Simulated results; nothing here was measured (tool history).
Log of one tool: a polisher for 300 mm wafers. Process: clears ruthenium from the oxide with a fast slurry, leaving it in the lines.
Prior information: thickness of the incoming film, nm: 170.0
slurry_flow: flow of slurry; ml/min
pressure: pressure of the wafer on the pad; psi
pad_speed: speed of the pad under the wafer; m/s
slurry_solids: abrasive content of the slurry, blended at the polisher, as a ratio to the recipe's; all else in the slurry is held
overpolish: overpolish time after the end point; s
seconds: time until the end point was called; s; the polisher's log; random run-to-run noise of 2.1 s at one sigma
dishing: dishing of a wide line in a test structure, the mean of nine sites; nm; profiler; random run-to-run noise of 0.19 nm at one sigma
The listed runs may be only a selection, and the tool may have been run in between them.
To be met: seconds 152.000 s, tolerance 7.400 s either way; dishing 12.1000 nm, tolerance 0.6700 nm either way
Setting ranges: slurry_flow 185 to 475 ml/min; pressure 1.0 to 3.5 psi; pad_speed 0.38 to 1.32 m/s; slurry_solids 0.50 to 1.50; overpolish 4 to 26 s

| run | day | slurry_flow | pressure | pad_speed | slurry_solids | overpolish | seconds | dishing |
|---|---|---|---|---|---|---|---|---|
| 1 | 0.000 | 305 | 2.2 | 0.84 | 1.00 | 13 | 77.510 | 15.3440 |
| 2 | 0.296 | 305 | 2.0 | 0.82 | 1.00 | 13 | 86.594 | 14.9500 |
| 3 | 0.638 | 305 | 1.8 | 0.80 | 1.00 | 13 | 98.696 | 14.6970 |
| 4 | 0.775 | 305 | 1.8 | 0.80 | 1.00 | 7 | 100.920 | 9.5695 |
| 5 | 0.846 | 305 | 1.6 | 0.78 | 1.00 | 8 | 114.050 | 9.5212 |
| 6 | 1.079 | 345 | 1.6 | 0.78 | 1.00 | 8 | 109.930 | 9.8506 |
| 7 | 1.338 | 335 | 1.5 | 0.78 | 1.00 | 9 | 123.290 | 10.3450 |
| 8 | 1.521 | 335 | 1.4 | 0.78 | 1.00 | 10 | 127.750 | 10.2960 |
| 9 | 1.825 | 335 | 1.0 | 0.74 | 1.00 | 16 | 184.950 | 10.9390 |
| 10 | 2.017 | 335 | 1.1 | 0.74 | 1.00 | 16 | 171.210 | 11.5740 |
| 11 | 2.296 | 335 | 1.4 | 0.74 | 1.00 | 15 | 137.400 | 13.0510 |
| 12 | 2.450 | 325 | 1.4 | 0.74 | 1.00 | 15 | 136.450 | 13.1650 |

Which one of the following 5 next-run settings gets every result inside its allowed miss? There is exactly one.
| A | 2.604 | 390 | 1.2 | 0.84 | 0.85 | 15 | ? | ? |
| B | 2.604 | 360 | 1.4 | 0.72 | 1.00 | 14 | ? | ? |
| C | 2.604 | 350 | 1.7 | 0.66 | 0.80 | 18 | ? | ? |
| D | 2.604 | 250 | 1.3 | 0.82 | 1.00 | 17 | ? | ? |
| E | 2.604 | 355 | 1.2 | 0.82 | 0.90 | 18 | ? | ? |

| move | seconds | dishing |
|---|---|---|
| A | 149.060 | 11.9890 |
| B | 138.440 | 12.0240 |
| C | 138.710 | 13.7870 |
| D | 134.440 | 13.6070 |
| E | 149.120 | 13.2810 |
A: meets every target
B: better than the last run, though not everything is in spec
C: moves away from the targets compared with the last run
D: moves away from the targets compared with the last run
E: brings the result that was furthest off to its target, and leaves another outside
So the answer is move A, the one that meets all the targets.

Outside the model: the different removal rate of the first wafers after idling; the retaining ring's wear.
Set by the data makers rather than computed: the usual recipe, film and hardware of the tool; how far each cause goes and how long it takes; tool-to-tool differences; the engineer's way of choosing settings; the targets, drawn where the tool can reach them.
